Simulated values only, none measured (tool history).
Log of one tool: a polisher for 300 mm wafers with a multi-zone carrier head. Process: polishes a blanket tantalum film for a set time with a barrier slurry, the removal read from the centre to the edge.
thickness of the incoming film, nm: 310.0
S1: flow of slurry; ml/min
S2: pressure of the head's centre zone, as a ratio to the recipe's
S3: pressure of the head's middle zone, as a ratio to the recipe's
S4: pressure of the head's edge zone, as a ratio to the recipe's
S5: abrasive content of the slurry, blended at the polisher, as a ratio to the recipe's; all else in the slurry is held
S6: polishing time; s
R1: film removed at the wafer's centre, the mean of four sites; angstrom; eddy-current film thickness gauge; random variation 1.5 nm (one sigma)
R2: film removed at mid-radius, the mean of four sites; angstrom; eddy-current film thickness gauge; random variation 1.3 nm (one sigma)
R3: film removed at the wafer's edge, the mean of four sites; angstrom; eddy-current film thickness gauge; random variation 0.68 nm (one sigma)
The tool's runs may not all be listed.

{"run": 1, "hour": 0.0, "S1": 320, "S2": 1.0, "S3": 1.0, "S4": 1.0, "S5": 1.0, "S6": 30, "R1": 749.81, "R2": 724.21, "R3": 751.61}
{"run": 2, "hour": 8.2, "S1": 320, "S2": 1.0, "S3": 1.0, "S4": 0.92, "S5": 1.0, "S6": 30, "R1": 768.53, "R2": 731.88, "R3": 718.04}
{"run": 3, "hour": 16.7, "S1": 325, "S2": 1.03, "S3": 1.02, "S4": 0.97, "S5": 1.1, "S6": 31, "R1": 829.11, "R2": 773.53, "R3": 772.69}
{"run": 4, "hour": 25.6, "S1": 325, "S2": 1.03, "S3": 1.02, "S4": 0.97, "S5": 1.1, "S6": 38, "R1": 1016.7, "R2": 962.38, "R3": 948.74}
{"run": 5, "hour": 27.1, "S1": 330, "S2": 1.04, "S3": 1.02, "S4": 1.0, "S5": 1.15, "S6": 38, "R1": 1047.1, "R2": 968.49, "R3": 965.98}
{"run": 6, "hour": 30.9, "S1": 370, "S2": 1.04, "S3": 1.02, "S4": 1.0, "S5": 1.15, "S6": 38, "R1": 1049.7, "R2": 977.55, "R3": 991.78}
{"run": 7, "hour": 31.5, "S1": 385, "S2": 1.04, "S3": 1.02, "S4": 1.02, "S5": 1.2, "S6": 38, "R1": 1075.2, "R2": 984.6, "R3": 1008.3}

Forecast run 8:
{"run": 8, "hour": 33.3, "S1": 390, "S2": 1.04, "S3": 1.02, "S4": 1.04, "S5": 1.25, "S6": 38, "R1": "?", "R2": "?", "R3": "?"}

{"run 8": {"R1": 1089.5, "R2": 1017.7, "R3": 1014.7}}

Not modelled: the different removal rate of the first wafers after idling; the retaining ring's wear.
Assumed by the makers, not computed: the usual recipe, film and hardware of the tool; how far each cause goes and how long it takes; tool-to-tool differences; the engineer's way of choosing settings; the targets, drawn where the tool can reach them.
